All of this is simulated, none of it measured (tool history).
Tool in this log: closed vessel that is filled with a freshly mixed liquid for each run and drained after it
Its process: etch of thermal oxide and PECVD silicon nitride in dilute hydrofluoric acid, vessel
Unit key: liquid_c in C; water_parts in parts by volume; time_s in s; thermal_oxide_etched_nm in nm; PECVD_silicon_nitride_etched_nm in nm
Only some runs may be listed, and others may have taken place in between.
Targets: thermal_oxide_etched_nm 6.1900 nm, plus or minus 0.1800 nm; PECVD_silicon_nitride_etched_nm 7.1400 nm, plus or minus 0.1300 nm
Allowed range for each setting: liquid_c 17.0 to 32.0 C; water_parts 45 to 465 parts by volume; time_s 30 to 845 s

run,hour,liquid_c,water_parts,time_s,thermal_oxide_etched_nm,PECVD_silicon_nitride_etched_nm
1,0.0,24.0,255,430,7.6982,10.1400
2,5.2,24.0,255,535,9.6378,12.6020
3,6.3,22.5,265,535,8.7213,11.0410
4,11.9,22.5,195,535,12.8610,14.9050
5,14.6,21.0,195,535,11.9690,13.5690
6,21.0,21.0,120,535,21.2990,22.1420
7,26.4,20.0,160,535,14.8320,15.5460
8,31.4,19.5,195,540,11.6610,12.4770
9,39.8,19.0,220,545,9.8919,10.7420
10,48.6,19.0,220,545,9.8320,10.8520
11,54.8,17.0,320,550,5.8353,6.6821
# hour 56.4: thermometer replaced
12,56.4,18.0,305,545,5.9189,6.6837

Which of these 5 next moves meets every target?
A,58.0,21.5,320,510,?,?
B,58.0,18.0,285,475,?,?
C,58.0,18.5,325,605,?,?
D,58.0,20.5,355,570,?,?
E,58.0,22.0,350,535,?,?

move,thermal_oxide_etched_nm,PECVD_silicon_nitride_etched_nm
A,5.9536,7.3815
B,5.6504,6.1530
C,6.2133,7.1389
D,5.6132,7.0091
E,5.6562,7.3172
A: takes the biggest miss from the last run beyond its target
B: moves away from the targets compared with the last run
C: every result lands within tolerance
D: an improvement on the last run, though not all results are within tolerance
E: takes the biggest miss from the last run beyond its target
The right move is C.

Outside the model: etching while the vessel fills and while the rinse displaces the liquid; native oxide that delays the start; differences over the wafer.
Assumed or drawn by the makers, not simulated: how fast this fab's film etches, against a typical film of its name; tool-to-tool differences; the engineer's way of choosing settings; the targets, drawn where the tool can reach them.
